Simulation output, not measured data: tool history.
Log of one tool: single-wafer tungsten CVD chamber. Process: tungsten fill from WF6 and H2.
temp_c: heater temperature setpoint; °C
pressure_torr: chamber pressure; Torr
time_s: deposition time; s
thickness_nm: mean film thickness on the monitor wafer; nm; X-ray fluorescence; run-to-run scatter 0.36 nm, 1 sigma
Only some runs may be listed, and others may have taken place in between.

| run | hour | temp_c | pressure_torr | time_s | thickness_nm |
|---|---|---|---|---|---|
| 1 | 0.0 | 400 | 36.5 | 20.6 | 66.229 |
| 2 | 8.6 | 400 | 42.7 | 20.6 | 71.275 |
| 3 | 10.2 | 400 | 39.1 | 20.6 | 68.742 |
| 4 | 19.1 | 400 | 44.3 | 20.6 | 73.064 |
| 5 | 27.0 | 400 | 44.3 | 20.6 | 72.789 |
|  | 28.7 | thermocouple changed; heater temperature recalibrated |
| 6 | 28.7 | 400 | 44.3 | 20.6 | 76.687 |

What will run 7 give?
| 7 | 30.0 | 398 | 44.3 | 20.6 | ? |

{"run 7": {"thickness_nm": 74.125}}
